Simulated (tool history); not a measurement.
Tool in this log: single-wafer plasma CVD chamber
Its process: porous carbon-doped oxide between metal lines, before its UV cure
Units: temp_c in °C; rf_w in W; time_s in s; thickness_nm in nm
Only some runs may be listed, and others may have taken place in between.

run    day  temp_c  rf_w  time_s  thickness_nm
  1      0     290   375    34.5        157.99
  2  0.179     286   375    34.5        163.24
  3  0.438     286   325    34.5        140.99
  4  0.562     286   350    34.5        152.34
  5  0.608     290   350    34.5        147.96
  6  0.742     293   350    34.5        144.79

What does the tool deliver on the next run?
  7  0.792     296   350    34.5             ?

Run 7 came out at thickness_nm 142.24 nm.
